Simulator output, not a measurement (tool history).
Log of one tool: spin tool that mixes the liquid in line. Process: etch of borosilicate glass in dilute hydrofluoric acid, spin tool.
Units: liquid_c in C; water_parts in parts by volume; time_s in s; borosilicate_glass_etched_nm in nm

run	hour	liquid_c	water_parts	time_s	borosilicate_glass_etched_nm
1	0.0	23.0	240	290	28.167
2	7.0	23.0	240	315	30.568
3	8.2	23.0	240	315	30.836
4	17.2	23.0	240	290	28.406
5	25.0	23.0	160	290	46.926
6	33.5	25.5	145	290	55.913
7	37.9	27.0	135	290	65.823
8	39.3	28.0	135	290	68.499
9	46.3	31.0	130	290	79.311

Forecast run 10:
10	52.5	31.0	130	290	?

borosilicate_glass_etched_nm: 79.277 nm
